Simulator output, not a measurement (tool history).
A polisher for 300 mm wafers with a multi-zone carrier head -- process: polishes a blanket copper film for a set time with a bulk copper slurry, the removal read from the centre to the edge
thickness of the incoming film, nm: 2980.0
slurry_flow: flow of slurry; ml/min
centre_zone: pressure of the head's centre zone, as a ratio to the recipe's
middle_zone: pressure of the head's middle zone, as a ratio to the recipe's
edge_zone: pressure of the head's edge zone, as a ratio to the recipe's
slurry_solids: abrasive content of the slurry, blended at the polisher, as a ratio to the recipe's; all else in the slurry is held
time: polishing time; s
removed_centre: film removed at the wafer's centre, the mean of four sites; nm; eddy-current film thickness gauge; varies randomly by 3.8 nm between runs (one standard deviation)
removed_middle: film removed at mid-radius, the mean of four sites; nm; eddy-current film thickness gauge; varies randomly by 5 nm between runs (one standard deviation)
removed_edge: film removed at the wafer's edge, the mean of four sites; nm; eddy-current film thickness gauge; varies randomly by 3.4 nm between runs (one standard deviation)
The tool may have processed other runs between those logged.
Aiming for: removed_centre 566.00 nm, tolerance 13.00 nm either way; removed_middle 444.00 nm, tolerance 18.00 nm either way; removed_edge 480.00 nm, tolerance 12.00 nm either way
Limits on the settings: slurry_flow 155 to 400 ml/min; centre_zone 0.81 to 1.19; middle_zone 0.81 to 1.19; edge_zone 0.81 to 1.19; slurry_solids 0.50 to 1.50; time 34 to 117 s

| run | hour | slurry_flow | centre_zone | middle_zone | edge_zone | slurry_solids | time | removed_centre | removed_middle | removed_edge |
|---|---|---|---|---|---|---|---|---|---|---|
| 1 | 0.0 | 255 | 1.00 | 1.00 | 1.00 | 1.00 | 75 | 907.82 | 903.10 | 889.46 |
| 2 | 5.1 | 255 | 1.01 | 0.97 | 0.98 | 0.90 | 69 | 822.59 | 799.69 | 772.84 |
| 3 | 7.8 | 255 | 1.01 | 0.97 | 0.98 | 1.05 | 69 | 854.97 | 827.59 | 815.58 |
| 4 | 15.4 | 255 | 1.01 | 0.97 | 1.04 | 1.05 | 69 | 856.34 | 795.62 | 846.82 |
| 5 | 19.4 | 255 | 0.96 | 0.97 | 1.04 | 1.05 | 69 | 818.37 | 824.23 | 836.67 |
| 6 | 26.4 | 245 | 0.98 | 0.94 | 1.03 | 0.95 | 65 | 751.82 | 723.84 | 755.62 |
| 7 | 32.1 | 230 | 1.08 | 0.84 | 0.93 | 0.70 | 47 | 532.55 | 420.24 | 476.22 |
| 8 | 34.5 | 240 | 1.08 | 0.84 | 0.93 | 0.70 | 47 | 542.02 | 439.09 | 482.04 |
| 9 | 42.7 | 245 | 1.09 | 0.84 | 0.93 | 0.70 | 47 | 546.71 | 430.71 | 482.62 |

Pick the move, out of 4, that brings all results within their allowed miss; only one does.
| A | 50.9 | 265 | 1.11 | 0.85 | 0.94 | 0.55 | 51 | ? | ? | ? |
| B | 50.9 | 250 | 1.12 | 0.81 | 0.86 | 0.80 | 47 | ? | ? | ? |
| C | 50.9 | 220 | 1.16 | 0.81 | 1.00 | 0.75 | 45 | ? | ? | ? |
| D | 50.9 | 235 | 1.08 | 0.82 | 0.97 | 0.70 | 49 | ? | ? | ? |

| move | removed_centre | removed_middle | removed_edge |
|---|---|---|---|
| A | 562.88 | 441.63 | 478.30 |
| B | 586.12 | 438.76 | 475.60 |
| C | 558.27 | 404.54 | 472.70 |
| D | 560.87 | 439.75 | 499.86 |
A: all results in spec
B: takes the result that was furthest off past its target
C: brings the last run's worst result on target, with another outside its allowed miss
D: brings the last run's worst result on target, with another outside its allowed miss
The right move is A.
